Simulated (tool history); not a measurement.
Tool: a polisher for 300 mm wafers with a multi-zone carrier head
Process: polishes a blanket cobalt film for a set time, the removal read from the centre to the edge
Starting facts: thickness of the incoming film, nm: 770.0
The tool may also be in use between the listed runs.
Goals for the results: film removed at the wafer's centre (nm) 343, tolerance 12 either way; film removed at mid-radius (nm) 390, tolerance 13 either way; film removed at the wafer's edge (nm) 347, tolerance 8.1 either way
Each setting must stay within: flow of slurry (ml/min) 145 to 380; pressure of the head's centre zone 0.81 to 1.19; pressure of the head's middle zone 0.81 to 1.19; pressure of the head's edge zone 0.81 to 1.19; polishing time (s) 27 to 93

run  hour  flow of slurry (ml/min)  pressure of the head's centre zone  pressure of the head's middle zone  pressure of the head's edge zone  polishing time (s)  film removed at the wafer's centre (nm)  film removed at mid-radius (nm)  film removed at the wafer's edge (nm)
  1     0                      245                                   1                                   1                                 1                  59                                   247.81                           259.68                                 246.06
  2   3.2                      255                                1.01                                1.03                              1.03                  62                                   266.71                           278.61                                 261.13
  3   6.8                      225                                1.01                                1.03                              1.03                  62                                   262.88                           276.21                                 259.59
  4   9.1                      230                                1.01                                1.05                              1.05                  65                                   280.06                           296.62                                 275.82
  5    10                      230                                1.01                                1.05                              1.13                  65                                   275.83                           290.19                                 288.98
     18.9  -- edge zone pressure recalibrated
  6  18.9                      230                                1.01                                1.05                              1.19                  65                                   279.13                           295.18                                 311.21
  7  24.1                      245                                1.02                                1.08                              1.19                  66                                   280.09                           307.19                                  318.3
  8  33.1                      245                                1.02                                1.08                              1.19                  66                                   280.18                           308.36                                 312.96

Next run, 4 choices. One meets every target within its allowed miss, the rest don't. Which?
  A  42.1                      305                                0.96                                1.19                              1.09                  79                                        ?                                ?                                      ?
  B  42.1                      285                                0.87                                0.95                              1.19                  55                                        ?                                ?                                      ?
  C  42.1                      220                                1.12                                1.01                              1.18                  78                                        ?                                ?                                      ?
  D  42.1                      265                                1.03                                1.15                              1.03                  78                                        ?                                ?                                      ?

move  film removed at the wafer's centre (nm)  film removed at mid-radius (nm)  film removed at the wafer's edge (nm)
   A                                   320.99                           408.58                                 366.22
   B                                   200.88                           233.67                                 266.56
   C                                   359.29                           341.31                                 370.23
   D                                   336.12                           387.38                                 348.89
A: carries the result that was furthest off beyond its target, to the other side
B: misses by more than the last run did
C: closes in on the targets versus the last run, not all within tolerance yet
D: all results land within tolerance of their targets
The right move is D.

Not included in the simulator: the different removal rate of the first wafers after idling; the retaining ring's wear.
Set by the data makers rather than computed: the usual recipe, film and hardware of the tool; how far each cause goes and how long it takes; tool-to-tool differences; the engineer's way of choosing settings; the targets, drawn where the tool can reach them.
